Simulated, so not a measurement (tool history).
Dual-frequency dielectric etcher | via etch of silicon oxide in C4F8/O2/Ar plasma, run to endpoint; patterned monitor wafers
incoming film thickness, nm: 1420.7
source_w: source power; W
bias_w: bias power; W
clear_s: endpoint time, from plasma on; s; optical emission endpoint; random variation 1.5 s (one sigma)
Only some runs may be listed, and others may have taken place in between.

run,hour,source_w,bias_w,clear_s
1,0.0,2110,2728,232.72
2,5.9,2470,2728,219.86
3,7.2,2220,2641,232.04
4,13.4,2220,2889,223.48
5,18.0,2070,2889,227.04
6,26.4,1880,2794,240.00
7,35.2,1770,2764,245.58

What does the tool deliver on the next run?
8,40.1,1690,2743,?

{"run 8": {"clear_s": 253.21}}
